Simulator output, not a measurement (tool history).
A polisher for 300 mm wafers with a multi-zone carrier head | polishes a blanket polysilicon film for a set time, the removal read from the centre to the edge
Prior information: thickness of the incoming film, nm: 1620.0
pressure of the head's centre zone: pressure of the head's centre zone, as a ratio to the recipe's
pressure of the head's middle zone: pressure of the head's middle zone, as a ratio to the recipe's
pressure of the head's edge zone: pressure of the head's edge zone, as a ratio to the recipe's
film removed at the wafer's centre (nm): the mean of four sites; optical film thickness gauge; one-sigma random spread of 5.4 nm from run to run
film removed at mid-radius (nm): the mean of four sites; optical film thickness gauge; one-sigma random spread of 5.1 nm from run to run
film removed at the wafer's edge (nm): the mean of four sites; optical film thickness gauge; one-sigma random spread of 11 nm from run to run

run  hour  flow of slurry (ml/min)  pressure of the head's centre zone  pressure of the head's middle zone  pressure of the head's edge zone  polishing time (s)  film removed at the wafer's centre (nm)  film removed at mid-radius (nm)  film removed at the wafer's edge (nm)
  1     0                      225                                   1                                   1                                 1                  72                                    515.5                           543.28                                 534.38
  2   6.6                      230                                1.02                                1.01                              1.02                  75                                   557.81                           575.17                                 555.65
  3   8.7                      230                                1.02                                1.01                              1.04                  78                                   581.45                           597.75                                 579.75
  4   9.9                      230                                1.02                                1.01                              1.04                  86                                   635.71                           656.96                                 653.27
  5  12.5                      230                                1.02                                1.01                              1.04                 101                                   745.47                           769.23                                 775.67
  6  13.3                      270                                1.02                                1.01                              1.04                 101                                   753.75                           795.24                                 793.12
  7  19.9                      270                                1.03                                1.01                              1.04                 101                                   764.04                           791.12                                 781.29
  8  28.6                      270                                1.03                                1.01                              1.04                 101                                   761.42                           777.75                                 775.91
  9  29.1                      270                                1.03                                1.01                              1.04                 101                                   760.85                           785.79                                 778.95
 10  29.6                      270                                1.04                                1.01                              1.05                 101                                   782.07                           779.74                                 767.91

Run 11 comes next. What will it give?
 11  38.4                      270                                1.04                                1.01                              1.06                 101                                        ?                                ?                                      ?

film removed at the wafer's centre (nm): 776.76
film removed at mid-radius (nm): 780.98
film removed at the wafer's edge (nm): 783.85
